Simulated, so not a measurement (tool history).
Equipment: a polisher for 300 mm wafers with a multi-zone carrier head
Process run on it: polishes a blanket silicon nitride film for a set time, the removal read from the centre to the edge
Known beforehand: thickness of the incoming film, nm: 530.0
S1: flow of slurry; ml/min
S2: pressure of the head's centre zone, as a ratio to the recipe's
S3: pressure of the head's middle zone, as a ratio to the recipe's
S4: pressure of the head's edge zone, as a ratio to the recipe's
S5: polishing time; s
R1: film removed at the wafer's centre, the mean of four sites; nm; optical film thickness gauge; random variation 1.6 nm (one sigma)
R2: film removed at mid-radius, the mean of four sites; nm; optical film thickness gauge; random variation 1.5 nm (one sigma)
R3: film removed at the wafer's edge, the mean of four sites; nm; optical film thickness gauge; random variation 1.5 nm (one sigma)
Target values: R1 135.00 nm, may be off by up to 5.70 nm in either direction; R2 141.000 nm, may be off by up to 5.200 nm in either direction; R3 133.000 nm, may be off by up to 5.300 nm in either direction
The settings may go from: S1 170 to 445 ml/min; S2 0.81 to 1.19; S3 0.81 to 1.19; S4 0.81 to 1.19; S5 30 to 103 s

run,hour,S1,S2,S3,S4,S5,R1,R2,R3
1,0.0,285,1.00,1.00,1.00,66,92.07,91.728,91.427
2,7.1,285,1.00,1.00,1.00,75,103.64,106.170,106.660
3,11.1,285,1.00,1.00,1.00,86,121.98,121.150,120.900
4,13.6,285,1.00,1.00,0.96,86,121.59,122.560,119.340
5,20.3,240,1.00,1.00,0.96,86,119.24,118.640,114.390
6,24.1,280,1.01,1.03,0.98,87,122.14,124.920,123.270
7,30.4,300,1.03,1.05,0.95,88,127.90,127.230,121.200
8,33.9,315,1.03,1.07,0.96,89,127.47,133.660,124.280
9,34.8,325,1.04,1.08,0.97,90,133.37,137.410,126.340
10,37.8,330,1.04,1.08,0.99,90,132.75,137.280,127.160

4 candidate next runs follow, results not yet known. Just one meets every target within its allowed miss. Identify it.
A,40.8,365,1.02,1.05,1.01,87,?,?,?
B,40.8,350,0.89,0.94,1.13,97,?,?,?
C,40.8,310,1.05,1.01,1.06,91,?,?,?
D,40.8,360,1.01,1.06,0.98,93,?,?,?

move,R1,R2,R3
A,126.40,132.380,125.170
B,122.28,134.050,147.420
C,133.99,132.060,132.690
D,133.63,142.510,131.740
A: lands further from the targets than the last run did
B: moves the result that the last run missed by most past its target, out the other side
C: meets the target for the result that was furthest off, but another lies outside its allowed miss
D: hits every target within its allowed miss
The move that meets every target is D.
